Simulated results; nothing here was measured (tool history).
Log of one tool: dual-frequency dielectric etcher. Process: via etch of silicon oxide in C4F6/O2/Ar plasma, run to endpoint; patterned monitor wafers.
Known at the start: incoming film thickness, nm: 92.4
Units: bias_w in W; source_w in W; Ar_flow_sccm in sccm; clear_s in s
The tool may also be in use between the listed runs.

run,hour,bias_w,source_w,Ar_flow_sccm,clear_s
1,0.0,385,380,267,21.826
2,6.5,352,380,267,23.223
3,13.5,388,380,267,21.974
4,15.5,439,380,267,20.581
5,23.0,448,380,267,20.264
6,30.7,413,380,267,21.295
7,38.7,429,380,267,20.863
8,45.8,441,380,267,20.423

Forecast run 9:
# hour 52.9: bias power generator calibrated
9,52.9,448,380,267,?

{"run 9": {"clear_s": 20.621}}

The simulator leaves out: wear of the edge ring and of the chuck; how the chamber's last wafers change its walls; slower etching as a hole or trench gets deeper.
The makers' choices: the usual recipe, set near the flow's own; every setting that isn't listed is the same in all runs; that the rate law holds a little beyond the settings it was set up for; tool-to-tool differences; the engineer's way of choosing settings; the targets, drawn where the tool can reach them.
